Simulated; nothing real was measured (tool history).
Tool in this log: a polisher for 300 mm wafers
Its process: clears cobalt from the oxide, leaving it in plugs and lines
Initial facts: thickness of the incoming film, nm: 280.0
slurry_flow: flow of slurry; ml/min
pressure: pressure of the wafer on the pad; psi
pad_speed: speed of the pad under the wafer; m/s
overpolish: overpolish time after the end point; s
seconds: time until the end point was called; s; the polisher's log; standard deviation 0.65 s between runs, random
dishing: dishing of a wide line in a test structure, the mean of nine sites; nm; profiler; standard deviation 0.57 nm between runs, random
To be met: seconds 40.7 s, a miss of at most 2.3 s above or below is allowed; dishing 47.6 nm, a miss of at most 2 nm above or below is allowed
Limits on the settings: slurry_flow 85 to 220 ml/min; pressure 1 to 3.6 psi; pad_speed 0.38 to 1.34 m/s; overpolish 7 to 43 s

| run | day | slurry_flow | pressure | pad_speed | overpolish | seconds | dishing |
|---|---|---|---|---|---|---|---|
| 1 | 0 | 140 | 2.3 | 0.86 | 22 | 56.906 | 48.466 |
| 2 | 0.358 | 140 | 2.5 | 0.86 | 22 | 52.532 | 49.991 |
| 3 | 0.525 | 140 | 2.6 | 0.86 | 20 | 51.501 | 48.804 |
| 4 | 0.583 | 140 | 2.8 | 0.86 | 18 | 46.595 | 48.392 |
| 5 | 0.908 | 140 | 2.8 | 0.86 | 27 | 48.742 | 53.159 |
| 6 | 1.104 | 140 | 2.4 | 0.86 | 27 | 55.554 | 52.299 |
| 7 | 1.329 | 140 | 2.6 | 0.86 | 24 | 50.661 | 50.754 |
| 8 | 1.412 | 140 | 2.7 | 0.86 | 22 | 49.259 | 51.458 |
| 9 | 1.679 | 140 | 2.8 | 0.86 | 19 | 47.404 | 47.908 |
| 10 | 1.908 | 140 | 2.9 | 0.86 | 19 | 46.965 | 49.328 |
| 11 | 1.942 | 140 | 3 | 0.86 | 17 | 44.884 | 47.133 |
| 12 | 2.021 | 140 | 3.1 | 0.86 | 17 | 43.204 | 48.656 |
| 13 | 2.05 | 140 | 3.1 | 0.86 | 16 | 42.722 | 47.909 |
|  | 2.079 | worn pad replaced by a new one |
| 14 | 2.079 | 140 | 3.2 | 0.86 | 15 | 37.162 | 49.286 |

Next run, 5 choices. One meets every target within its allowed miss, the rest don't. Which?
| A | 2.108 | 155 | 3 | 0.84 | 15 | ? | ? |
| B | 2.108 | 110 | 3 | 0.98 | 19 | ? | ? |
| C | 2.108 | 145 | 2.7 | 0.92 | 20 | ? | ? |
| D | 2.108 | 135 | 3.1 | 0.84 | 21 | ? | ? |
| E | 2.108 | 130 | 3.4 | 0.86 | 18 | ? | ? |

| move | seconds | dishing |
|---|---|---|
| A | 39.743 | 48.187 |
| B | 36.895 | 52.602 |
| C | 40.595 | 52.137 |
| D | 39.608 | 52.994 |
| E | 35.817 | 52.314 |
A: in spec on every target
B: lands further from the targets than the last run did
C: the furthest-off result lands on target, but another misses its tolerance
D: the furthest-off result lands on target, but another misses its tolerance
E: lands further from the targets than the last run did
So the answer is move A, the one that meets all the targets.

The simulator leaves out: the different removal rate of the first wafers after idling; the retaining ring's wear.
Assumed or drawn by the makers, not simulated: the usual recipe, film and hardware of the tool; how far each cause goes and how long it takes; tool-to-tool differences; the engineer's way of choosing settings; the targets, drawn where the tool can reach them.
